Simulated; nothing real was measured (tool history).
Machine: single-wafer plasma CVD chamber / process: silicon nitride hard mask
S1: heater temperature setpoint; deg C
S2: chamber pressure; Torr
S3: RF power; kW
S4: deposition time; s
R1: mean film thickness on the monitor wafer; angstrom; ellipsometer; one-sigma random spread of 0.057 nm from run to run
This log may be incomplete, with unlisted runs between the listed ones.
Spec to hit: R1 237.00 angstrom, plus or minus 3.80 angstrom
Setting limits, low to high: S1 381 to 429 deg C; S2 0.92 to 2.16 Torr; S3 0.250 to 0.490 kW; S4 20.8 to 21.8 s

run,hour,S1,S2,S3,S4,R1
1,0.0,405,1.54,0.370,21.8,281.31
2,0.7,405,1.54,0.370,20.8,268.95
3,5.7,405,1.46,0.365,20.8,260.57
4,11.2,405,1.41,0.365,20.8,257.66
5,15.1,405,1.41,0.365,21.8,269.87
6,19.0,410,1.41,0.365,21.8,269.25
7,19.6,410,1.34,0.365,21.8,263.73
8,26.2,410,1.28,0.365,21.8,259.49
9,27.8,410,1.28,0.365,21.8,259.32
10,34.4,410,1.23,0.365,21.8,256.55
11,38.8,410,1.19,0.365,21.8,252.37
12,41.1,410,1.16,0.365,21.8,249.50
13,49.6,410,1.13,0.365,21.8,246.42
14,55.1,410,1.11,0.365,21.8,243.36
15,58.0,410,1.10,0.365,21.8,243.21

Exactly one of the 5 candidate moves below puts every result within its allowed miss. Which one?
A,60.9,408,1.07,0.380,21.8,?
B,60.9,407,1.16,0.375,21.6,?
C,60.9,406,1.01,0.400,21.4,?
D,60.9,394,1.14,0.340,21.8,?
E,60.9,406,1.00,0.385,21.8,?

move,R1
A,248.69
B,252.74
C,246.87
D,236.25
E,243.57
A: misses by more than the last run did
B: misses by more than the last run did
C: misses by more than the last run did
D: meets every target
E: misses by more than the last run did
D is the move that brings every result within its allowed miss.
